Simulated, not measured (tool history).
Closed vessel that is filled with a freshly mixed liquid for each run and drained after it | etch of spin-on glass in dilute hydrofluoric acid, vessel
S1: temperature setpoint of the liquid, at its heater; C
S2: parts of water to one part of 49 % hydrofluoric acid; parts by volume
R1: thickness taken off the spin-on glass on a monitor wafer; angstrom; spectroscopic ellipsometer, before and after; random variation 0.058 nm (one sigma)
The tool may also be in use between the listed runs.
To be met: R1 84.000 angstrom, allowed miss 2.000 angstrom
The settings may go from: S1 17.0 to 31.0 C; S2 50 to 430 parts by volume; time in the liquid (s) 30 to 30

{"run": 1, "hour": 0.0, "S1": 23.0, "S2": 240, "time in the liquid (s)": 30, "R1": 47.859}
{"run": 2, "hour": 7.2, "S1": 24.0, "S2": 235, "time in the liquid (s)": 30, "R1": 50.614}
{"run": 3, "hour": 10.7, "S1": 25.0, "S2": 230, "time in the liquid (s)": 30, "R1": 54.288}
{"run": 4, "hour": 18.8, "S1": 25.5, "S2": 225, "time in the liquid (s)": 30, "R1": 56.981}
{"run": 5, "hour": 25.3, "S1": 26.0, "S2": 220, "time in the liquid (s)": 30, "R1": 59.279}
{"run": 6, "hour": 28.9, "S1": 26.0, "S2": 220, "time in the liquid (s)": 30, "R1": 59.562}
{"run": 7, "hour": 35.6, "S1": 30.0, "S2": 180, "time in the liquid (s)": 30, "R1": 86.085}
{"run": 8, "hour": 41.0, "S1": 29.5, "S2": 180, "time in the liquid (s)": 30, "R1": 85.144}
{"hour": 43.4, "done": "thermometer replaced"}
{"run": 9, "hour": 43.4, "S1": 29.0, "S2": 180, "time in the liquid (s)": 30, "R1": 91.29}
{"run": 10, "hour": 50.4, "S1": 28.5, "S2": 180, "time in the liquid (s)": 30, "R1": 88.806}
{"run": 11, "hour": 51.8, "S1": 27.5, "S2": 180, "time in the liquid (s)": 30, "R1": 86.185}

Which of these 4 next moves meets every target?
{"run": "A", "hour": 53.2, "S1": 28.5, "S2": 180, "time in the liquid (s)": 30, "R1": "?"}
{"run": "B", "hour": 53.2, "S1": 28.0, "S2": 185, "time in the liquid (s)": 30, "R1": "?"}
{"run": "C", "hour": 53.2, "S1": 29.5, "S2": 185, "time in the liquid (s)": 30, "R1": "?"}
{"run": "D", "hour": 53.2, "S1": 31.0, "S2": 195, "time in the liquid (s)": 30, "R1": "?"}

move=A R1=89.497
move=B R1=85.022
move=C R1=89.665
move=D R1=88.504
A: further off than the last run
B: meets every target
C: further off than the last run
D: further off than the last run
Answer: B

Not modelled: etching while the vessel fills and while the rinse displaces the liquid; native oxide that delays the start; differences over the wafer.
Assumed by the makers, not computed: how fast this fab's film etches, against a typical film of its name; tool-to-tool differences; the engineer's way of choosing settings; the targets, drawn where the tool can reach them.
